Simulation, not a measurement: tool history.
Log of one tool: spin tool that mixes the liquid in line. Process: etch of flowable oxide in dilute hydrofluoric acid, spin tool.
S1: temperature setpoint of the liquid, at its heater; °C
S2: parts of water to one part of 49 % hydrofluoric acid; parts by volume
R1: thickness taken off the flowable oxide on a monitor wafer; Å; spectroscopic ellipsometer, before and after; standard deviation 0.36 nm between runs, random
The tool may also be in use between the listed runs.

{"run": 1, "hour": 0.0, "S1": 20.0, "S2": 125, "time under the liquid (s)": 50, "R1": 113.05}
{"run": 2, "hour": 3.1, "S1": 17.0, "S2": 125, "time under the liquid (s)": 50, "R1": 100.16}
{"run": 3, "hour": 5.2, "S1": 20.0, "S2": 95, "time under the liquid (s)": 50, "R1": 151.33}
{"run": 4, "hour": 10.5, "S1": 20.0, "S2": 95, "time under the liquid (s)": 40, "R1": 123.11}
{"hour": 18.4, "done": "hydrofluoric acid flow meter replaced"}
{"run": 5, "hour": 18.4, "S1": 22.5, "S2": 75, "time under the liquid (s)": 45, "R1": 219.3}
{"run": 6, "hour": 23.4, "S1": 24.0, "S2": 70, "time under the liquid (s)": 45, "R1": 250.09}
{"run": 7, "hour": 29.7, "S1": 25.0, "S2": 65, "time under the liquid (s)": 45, "R1": 285.94}
{"run": 8, "hour": 36.4, "S1": 26.0, "S2": 60, "time under the liquid (s)": 45, "R1": 320.84}

Run 9 comes next. What will it give?
{"run": 9, "hour": 41.1, "S1": 28.0, "S2": 35, "time under the liquid (s)": 45, "R1": "?"}

Run 9 came out at R1 619.09 Å.
